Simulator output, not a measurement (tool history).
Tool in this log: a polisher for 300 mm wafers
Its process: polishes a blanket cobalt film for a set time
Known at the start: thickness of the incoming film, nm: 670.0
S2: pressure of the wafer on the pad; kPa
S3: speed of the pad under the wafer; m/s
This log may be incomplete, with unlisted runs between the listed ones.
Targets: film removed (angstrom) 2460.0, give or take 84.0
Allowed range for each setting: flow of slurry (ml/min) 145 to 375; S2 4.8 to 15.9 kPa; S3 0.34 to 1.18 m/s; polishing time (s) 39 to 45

{"run": 1, "hour": 0.0, "flow of slurry (ml/min)": 240, "S2": 10.3, "S3": 0.76, "polishing time (s)": 45, "film removed (angstrom)": 1480.8}
{"run": 2, "hour": 5.7, "flow of slurry (ml/min)": 240, "S2": 10.3, "S3": 0.92, "polishing time (s)": 45, "film removed (angstrom)": 1761.0}
{"run": 3, "hour": 7.7, "flow of slurry (ml/min)": 240, "S2": 11.0, "S3": 0.92, "polishing time (s)": 45, "film removed (angstrom)": 1801.2}
{"run": 4, "hour": 8.9, "flow of slurry (ml/min)": 240, "S2": 11.0, "S3": 0.82, "polishing time (s)": 45, "film removed (angstrom)": 1650.0}
{"run": 5, "hour": 13.1, "flow of slurry (ml/min)": 240, "S2": 11.0, "S3": 0.82, "polishing time (s)": 39, "film removed (angstrom)": 1446.6}
{"run": 6, "hour": 18.8, "flow of slurry (ml/min)": 240, "S2": 11.0, "S3": 0.82, "polishing time (s)": 39, "film removed (angstrom)": 1416.7}
{"run": 7, "hour": 20.4, "flow of slurry (ml/min)": 240, "S2": 12.4, "S3": 0.88, "polishing time (s)": 39, "film removed (angstrom)": 1655.9}
{"run": 8, "hour": 24.2, "flow of slurry (ml/min)": 240, "S2": 13.1, "S3": 0.92, "polishing time (s)": 39, "film removed (angstrom)": 1774.5}
{"run": 9, "hour": 25.4, "flow of slurry (ml/min)": 240, "S2": 13.8, "S3": 0.96, "polishing time (s)": 39, "film removed (angstrom)": 1957.2}
{"run": 10, "hour": 26.6, "flow of slurry (ml/min)": 240, "S2": 14.5, "S3": 0.98, "polishing time (s)": 39, "film removed (angstrom)": 2072.3}
{"run": 11, "hour": 33.5, "flow of slurry (ml/min)": 240, "S2": 14.5, "S3": 1.0, "polishing time (s)": 39, "film removed (angstrom)": 2129.1}
{"run": 12, "hour": 39.8, "flow of slurry (ml/min)": 240, "S2": 14.5, "S3": 1.02, "polishing time (s)": 39, "film removed (angstrom)": 2183.5}
{"run": 13, "hour": 42.9, "flow of slurry (ml/min)": 245, "S2": 15.2, "S3": 1.04, "polishing time (s)": 39, "film removed (angstrom)": 2270.7}
{"run": 14, "hour": 47.5, "flow of slurry (ml/min)": 245, "S2": 15.2, "S3": 1.06, "polishing time (s)": 39, "film removed (angstrom)": 2334.6}

Exactly one of the 4 candidate moves below puts every result within its allowed miss. Which one?
{"run": "A", "hour": 52.1, "flow of slurry (ml/min)": 230, "S2": 13.1, "S3": 1.04, "polishing time (s)": 42, "film removed (angstrom)": "?"}
{"run": "B", "hour": 52.1, "flow of slurry (ml/min)": 220, "S2": 15.2, "S3": 0.9, "polishing time (s)": 44, "film removed (angstrom)": "?"}
{"run": "C", "hour": 52.1, "flow of slurry (ml/min)": 300, "S2": 13.1, "S3": 1.08, "polishing time (s)": 40, "film removed (angstrom)": "?"}
{"run": "D", "hour": 52.1, "flow of slurry (ml/min)": 275, "S2": 15.2, "S3": 1.0, "polishing time (s)": 43, "film removed (angstrom)": "?"}

move=A film_removed_(angstrom)=2184.7
move=B film_removed_(angstrom)=2256.3
move=C film_removed_(angstrom)=2216.1
move=D film_removed_(angstrom)=2485.7
A: further off than the last run
B: further off than the last run
C: further off than the last run
D: each result inside its tolerance
The right move is D.
